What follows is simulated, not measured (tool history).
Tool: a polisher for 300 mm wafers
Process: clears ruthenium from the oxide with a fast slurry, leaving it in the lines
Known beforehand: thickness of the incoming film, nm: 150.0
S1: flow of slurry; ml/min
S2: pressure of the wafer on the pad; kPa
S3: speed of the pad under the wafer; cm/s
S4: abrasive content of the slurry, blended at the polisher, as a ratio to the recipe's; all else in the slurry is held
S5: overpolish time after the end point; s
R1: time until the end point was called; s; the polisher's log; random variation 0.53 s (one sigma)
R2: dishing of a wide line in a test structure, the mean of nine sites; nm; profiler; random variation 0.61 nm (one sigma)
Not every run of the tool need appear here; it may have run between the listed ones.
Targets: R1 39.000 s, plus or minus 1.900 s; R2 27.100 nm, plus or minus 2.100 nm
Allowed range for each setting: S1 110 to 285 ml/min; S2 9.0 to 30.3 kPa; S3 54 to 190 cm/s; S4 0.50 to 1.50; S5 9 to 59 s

{"run": 1, "hour": 0.0, "S1": 180, "S2": 19.3, "S3": 122, "S4": 1.0, "S5": 30, "R1": 36.507, "R2": 82.53}
{"run": 2, "hour": 6.1, "S1": 180, "S2": 16.5, "S3": 122, "S4": 1.0, "S5": 30, "R1": 40.956, "R2": 74.201}
{"run": 3, "hour": 11.5, "S1": 180, "S2": 16.5, "S3": 122, "S4": 0.85, "S5": 30, "R1": 46.528, "R2": 64.987}
{"run": 4, "hour": 20.0, "S1": 180, "S2": 16.5, "S3": 102, "S4": 0.85, "S5": 30, "R1": 52.618, "R2": 60.933}
{"run": 5, "hour": 22.9, "S1": 180, "S2": 13.8, "S3": 102, "S4": 0.85, "S5": 30, "R1": 63.494, "R2": 52.034}
{"run": 6, "hour": 27.9, "S1": 180, "S2": 13.8, "S3": 102, "S4": 0.85, "S5": 36, "R1": 65.038, "R2": 61.769}
{"run": 7, "hour": 36.9, "S1": 160, "S2": 14.5, "S3": 122, "S4": 0.75, "S5": 28, "R1": 58.834, "R2": 55.019}
{"run": 8, "hour": 41.2, "S1": 195, "S2": 15.2, "S3": 116, "S4": 0.8, "S5": 22, "R1": 53.681, "R2": 45.923}
{"run": 9, "hour": 44.4, "S1": 195, "S2": 15.2, "S3": 116, "S4": 0.8, "S5": 22, "R1": 54.837, "R2": 46.456}
{"run": 10, "hour": 50.7, "S1": 220, "S2": 17.2, "S3": 118, "S4": 0.7, "S5": 18, "R1": 51.198, "R2": 38.07}
{"run": 11, "hour": 54.0, "S1": 240, "S2": 19.3, "S3": 116, "S4": 0.65, "S5": 15, "R1": 48.092, "R2": 36.705}
{"hour": 55.7, "done": "slurry blender recalibrated"}
{"run": 12, "hour": 55.7, "S1": 255, "S2": 20.0, "S3": 120, "S4": 0.6, "S5": 13, "R1": 36.851, "R2": 39.273}
{"run": 13, "hour": 56.9, "S1": 265, "S2": 19.3, "S3": 120, "S4": 0.55, "S5": 12, "R1": 40.186, "R2": 34.469}
{"run": 14, "hour": 59.8, "S1": 270, "S2": 18.6, "S3": 124, "S4": 0.55, "S5": 11, "R1": 40.189, "R2": 32.33}

Which single option among these 5 for the next run brings every result within its allowed miss of target? Just one does.
{"run": "A", "hour": 62.7, "S1": 275, "S2": 17.2, "S3": 120, "S4": 0.55, "S5": 9, "R1": "?", "R2": "?"}
{"run": "B", "hour": 62.7, "S1": 260, "S2": 21.4, "S3": 108, "S4": 0.5, "S5": 15, "R1": "?", "R2": "?"}
{"run": "C", "hour": 62.7, "S1": 285, "S2": 14.5, "S3": 142, "S4": 0.65, "S5": 13, "R1": "?", "R2": "?"}
{"run": "D", "hour": 62.7, "S1": 280, "S2": 18.6, "S3": 102, "S4": 0.65, "S5": 15, "R1": "?", "R2": "?"}
{"run": "E", "hour": 62.7, "S1": 285, "S2": 22.1, "S3": 116, "S4": 0.5, "S5": 9, "R1": "?", "R2": "?"}

move=A R1=45.384 R2=24.239
move=B R1=43.589 R2=40.338
move=C R1=41.095 R2=37.376
move=D R1=42.924 R2=40.900
move=E R1=39.427 R2=27.661
A: moves the result that the last run missed by most past its target, out the other side
B: misses by more than the last run did
C: misses by more than the last run did
D: misses by more than the last run did
E: meets every target
So the answer is move E, the one that meets all the targets.

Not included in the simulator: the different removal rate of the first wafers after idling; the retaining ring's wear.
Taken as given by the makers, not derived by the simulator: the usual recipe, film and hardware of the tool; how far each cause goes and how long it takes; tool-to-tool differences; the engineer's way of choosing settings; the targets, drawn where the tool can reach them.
